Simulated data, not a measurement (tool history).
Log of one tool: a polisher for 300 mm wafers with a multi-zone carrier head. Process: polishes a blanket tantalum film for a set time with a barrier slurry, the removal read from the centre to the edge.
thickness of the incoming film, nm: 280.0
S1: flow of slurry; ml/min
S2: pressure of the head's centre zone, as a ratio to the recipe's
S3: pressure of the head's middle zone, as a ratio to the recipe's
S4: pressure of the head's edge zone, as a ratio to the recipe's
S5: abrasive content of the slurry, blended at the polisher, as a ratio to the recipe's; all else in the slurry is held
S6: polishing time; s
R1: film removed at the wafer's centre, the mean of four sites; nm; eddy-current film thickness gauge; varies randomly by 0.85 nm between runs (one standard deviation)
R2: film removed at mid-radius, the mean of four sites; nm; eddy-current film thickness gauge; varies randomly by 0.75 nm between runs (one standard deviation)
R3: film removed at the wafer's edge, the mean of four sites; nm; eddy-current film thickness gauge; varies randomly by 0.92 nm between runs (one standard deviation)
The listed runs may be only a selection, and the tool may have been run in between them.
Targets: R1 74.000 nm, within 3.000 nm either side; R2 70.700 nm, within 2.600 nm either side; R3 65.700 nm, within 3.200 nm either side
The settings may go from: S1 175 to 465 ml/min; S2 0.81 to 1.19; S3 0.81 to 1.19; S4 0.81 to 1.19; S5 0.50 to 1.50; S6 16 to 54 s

run  hour   S1    S2    S3    S4    S5  S6      R1      R2      R3
  1   0.0  295  1.00  1.00  1.00  1.00  35  60.603  61.116  61.290
  2   7.1  295  1.00  1.00  1.00  1.00  40  70.559  69.899  69.719
  3  15.4  295  1.00  1.00  1.04  1.00  40  69.073  69.760  70.478
  4  19.6  295  1.00  1.00  1.04  1.00  45  77.452  79.290  77.988
  5  28.4  295  1.00  1.00  1.04  1.15  45  84.042  82.454  82.279
  6  37.2  295  1.03  1.00  1.04  1.15  45  83.561  82.499  82.240
  7  44.2  295  1.05  1.00  1.01  1.05  45  83.475  80.071  78.152
  8  50.7  295  1.05  1.00  1.01  1.05  45  84.057  79.963  78.070
  9  54.4  295  1.05  1.00  0.99  0.95  45  80.984  78.174  75.681
 10  62.5  295  1.07  0.97  0.89  0.70  44  71.353  64.251  63.291
 11  67.2  300  1.07  0.98  0.90  0.70  44  69.835  65.966  63.322

Of the 4 settings listed for the next run, only one would bring every result within its allowed miss of target. Which one?
  A  71.9  355  1.14  1.05  0.88  0.95  34   ?   ?   ?
  B  71.9  335  1.07  1.01  0.87  0.75  44   ?   ?   ?
  C  71.9  285  1.10  0.96  0.92  0.70  45   ?   ?   ?
  D  71.9  370  0.98  0.97  1.01  0.55  49   ?   ?   ?

move      R1      R2      R3
   A  68.151  61.927  56.107
   B  74.388  69.798  65.199
   C  74.143  64.952  64.826
   D  63.794  63.188  64.179
A: lands further from the targets than the last run did
B: all results land within tolerance of their targets
C: lands further from the targets than the last run did
D: lands further from the targets than the last run did
Go with B: it meets all targets.

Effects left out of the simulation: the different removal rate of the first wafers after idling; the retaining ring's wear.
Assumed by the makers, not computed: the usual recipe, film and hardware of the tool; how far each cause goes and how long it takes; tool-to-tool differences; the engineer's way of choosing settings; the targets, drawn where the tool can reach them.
